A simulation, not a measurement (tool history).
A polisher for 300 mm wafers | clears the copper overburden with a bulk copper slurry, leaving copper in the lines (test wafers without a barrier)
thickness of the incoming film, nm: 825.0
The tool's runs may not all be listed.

| run | hour | flow of slurry (ml/min) | pressure of the wafer on the pad (kPa) | speed of the pad under the wafer (cm/s) | abrasive content of the slurry | overpolish time after the end point (s) | time until the end point was called (s) | dishing of a wide line in a test structure (angstrom) |
|---|---|---|---|---|---|---|---|---|
| 1 | 0 | 150 | 22.8 | 102 | 1 | 17 | 71.572 | 868.06 |
| 2 | 6.6 | 150 | 22.8 | 90 | 1 | 17 | 75.226 | 796 |
| 3 | 14.1 | 150 | 22.8 | 102 | 1 | 17 | 70.226 | 846.89 |
| 4 | 21.2 | 150 | 28.3 | 102 | 1 | 17 | 58.015 | 979.67 |
| 5 | 23.2 | 150 | 28.3 | 102 | 1 | 21 | 57.548 | 1061.1 |
| 6 | 27 | 130 | 28.3 | 102 | 1 | 21 | 58.61 | 1044.5 |

Forecast run 7:
| 7 | 29.9 | 130 | 24.8 | 100 | 1 | 23 | ? | ? |

time until the end point was called (s): 68.01
dishing of a wide line in a test structure (angstrom): 991.79

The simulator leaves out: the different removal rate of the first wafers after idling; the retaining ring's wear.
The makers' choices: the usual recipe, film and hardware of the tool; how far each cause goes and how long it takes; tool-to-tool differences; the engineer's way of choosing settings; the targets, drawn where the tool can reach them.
